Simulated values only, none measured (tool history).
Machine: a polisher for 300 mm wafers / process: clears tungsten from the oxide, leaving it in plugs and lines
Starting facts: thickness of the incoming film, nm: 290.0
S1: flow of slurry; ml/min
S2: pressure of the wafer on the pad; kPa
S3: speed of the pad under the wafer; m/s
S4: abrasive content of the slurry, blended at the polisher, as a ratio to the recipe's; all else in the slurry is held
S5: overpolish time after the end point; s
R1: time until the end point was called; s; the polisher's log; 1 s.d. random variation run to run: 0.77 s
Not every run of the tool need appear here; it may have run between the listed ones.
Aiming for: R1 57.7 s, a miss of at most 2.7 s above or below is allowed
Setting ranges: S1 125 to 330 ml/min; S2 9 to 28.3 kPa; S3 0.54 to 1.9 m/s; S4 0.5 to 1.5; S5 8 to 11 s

run,day,S1,S2,S3,S4,S5,R1
1,0,210,18.6,1.22,1,11,78.431
2,0.267,210,20.7,1.24,1,11,70.131
3,0.596,265,20.7,1.24,1,11,68.385
4,0.85,265,16.5,1.24,1,11,80.198
5,0.883,305,16.5,1.24,1,11,79.045
6,0.95,305,16.5,1.42,1,11,68.913
7,1.246,305,17.9,1.42,1,11,65.409
# day 1.367: slurry nozzle cleaned
8,1.367,305,18.6,1.42,1,11,63.746
9,1.45,305,19.3,1.42,1,11,60.934

Consider the 5 candidate settings below. Which is the only one whose results all fall within their allowed miss of target?
A,1.533,325,20,1.34,1,11,?
B,1.533,275,22.1,1.48,1.05,11,?
C,1.533,310,21.4,1.4,0.95,8,?
D,1.533,235,26.9,1.3,0.95,9,?
E,1.533,290,18.6,1.34,0.95,8,?

move,R1
A,62.018
B,52.12
C,57.786
D,53.266
E,67.141
A: its largest miss is bigger than the last run's
B: carries the result that was furthest off beyond its target, to the other side
C: every result lands within tolerance
D: carries the result that was furthest off beyond its target, to the other side
E: its largest miss is bigger than the last run's
Correct choice: C, which meets every target
